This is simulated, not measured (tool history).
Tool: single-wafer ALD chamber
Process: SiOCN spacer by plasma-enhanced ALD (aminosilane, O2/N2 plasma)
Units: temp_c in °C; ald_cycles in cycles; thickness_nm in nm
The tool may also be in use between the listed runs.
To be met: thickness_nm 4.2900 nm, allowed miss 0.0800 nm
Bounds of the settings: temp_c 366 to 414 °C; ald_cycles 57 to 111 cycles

run	hour	temp_c	ald_cycles	thickness_nm
1	0.0	390	84	5.1980
2	1.5	382	84	5.1750
3	7.3	382	90	5.5374
4	10.3	382	86	5.2787
5	12.9	382	81	4.9204
6	14.7	382	91	5.5912
7	20.4	382	85	5.2054
8	22.5	382	72	4.4305

Which of these 5 next moves meets every target?
A	24.6	380	75	?
B	24.6	382	70	?
C	24.6	383	76	?
D	24.6	395	76	?
E	24.6	401	75	?

move	thickness_nm
A	4.6199
B	4.3119
C	4.6815
D	4.6815
E	4.6199
A: further off than the last run
B: meets every target
C: further off than the last run
D: further off than the last run
E: further off than the last run
The right move is B.

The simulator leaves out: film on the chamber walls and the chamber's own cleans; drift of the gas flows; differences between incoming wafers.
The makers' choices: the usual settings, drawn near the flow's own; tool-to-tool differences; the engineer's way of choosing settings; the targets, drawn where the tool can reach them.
